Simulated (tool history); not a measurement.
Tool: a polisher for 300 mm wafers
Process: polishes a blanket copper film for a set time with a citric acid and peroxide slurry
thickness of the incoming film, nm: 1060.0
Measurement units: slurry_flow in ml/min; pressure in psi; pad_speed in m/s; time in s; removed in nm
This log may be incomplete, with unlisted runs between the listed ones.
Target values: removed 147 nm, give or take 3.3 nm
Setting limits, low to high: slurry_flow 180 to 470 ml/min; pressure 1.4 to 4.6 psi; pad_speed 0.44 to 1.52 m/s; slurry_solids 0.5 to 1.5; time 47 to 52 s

{"run": 1, "hour": 0.0, "slurry_flow": 300, "pressure": 3, "pad_speed": 0.98, "slurry_solids": 1, "time": 52, "removed": 97.119}
{"run": 2, "hour": 5.9, "slurry_flow": 300, "pressure": 3, "pad_speed": 0.78, "slurry_solids": 1, "time": 52, "removed": 78.388}
{"run": 3, "hour": 9.3, "slurry_flow": 350, "pressure": 3, "pad_speed": 0.78, "slurry_solids": 1, "time": 52, "removed": 79.229}
{"run": 4, "hour": 16.1, "slurry_flow": 350, "pressure": 3.4, "pad_speed": 0.8, "slurry_solids": 1, "time": 52, "removed": 92.298}
{"run": 5, "hour": 22.6, "slurry_flow": 350, "pressure": 3.4, "pad_speed": 0.8, "slurry_solids": 1, "time": 52, "removed": 92.321}
{"run": 6, "hour": 23.5, "slurry_flow": 350, "pressure": 3.7, "pad_speed": 0.82, "slurry_solids": 1, "time": 52, "removed": 101.33}
{"run": 7, "hour": 28.4, "slurry_flow": 355, "pressure": 3.9, "pad_speed": 0.84, "slurry_solids": 1, "time": 52, "removed": 110.1}
{"run": 8, "hour": 36.6, "slurry_flow": 360, "pressure": 4.1, "pad_speed": 0.86, "slurry_solids": 1, "time": 52, "removed": 117.19}
{"run": 9, "hour": 41.2, "slurry_flow": 360, "pressure": 4.2, "pad_speed": 0.88, "slurry_solids": 1, "time": 52, "removed": 123.09}
{"run": 10, "hour": 41.9, "slurry_flow": 365, "pressure": 4.3, "pad_speed": 0.9, "slurry_solids": 1, "time": 52, "removed": 129.43}
{"run": 11, "hour": 49.4, "slurry_flow": 365, "pressure": 4.4, "pad_speed": 0.92, "slurry_solids": 1, "time": 52, "removed": 135.75}
{"run": 12, "hour": 56.9, "slurry_flow": 365, "pressure": 4.5, "pad_speed": 0.92, "slurry_solids": 1, "time": 52, "removed": 139.34}

Which single option among these 4 for the next run brings every result within its allowed miss of target? Just one does.
{"run": "A", "hour": 64.4, "slurry_flow": 360, "pressure": 4.5, "pad_speed": 0.92, "slurry_solids": 1.15, "time": 48, "removed": "?"}
{"run": "B", "hour": 64.4, "slurry_flow": 345, "pressure": 4.4, "pad_speed": 1.12, "slurry_solids": 0.9, "time": 48, "removed": "?"}
{"run": "C", "hour": 64.4, "slurry_flow": 340, "pressure": 4.4, "pad_speed": 0.9, "slurry_solids": 1.05, "time": 52, "removed": "?"}
{"run": "D", "hour": 64.4, "slurry_flow": 340, "pressure": 4.2, "pad_speed": 0.98, "slurry_solids": 1, "time": 50, "removed": "?"}

move=A removed=131.4
move=B removed=146.44
move=C removed=132.73
move=D removed=130.99
A: misses by more than the last run did
B: all results land within tolerance of their targets
C: misses by more than the last run did
D: misses by more than the last run did
B meets every target.
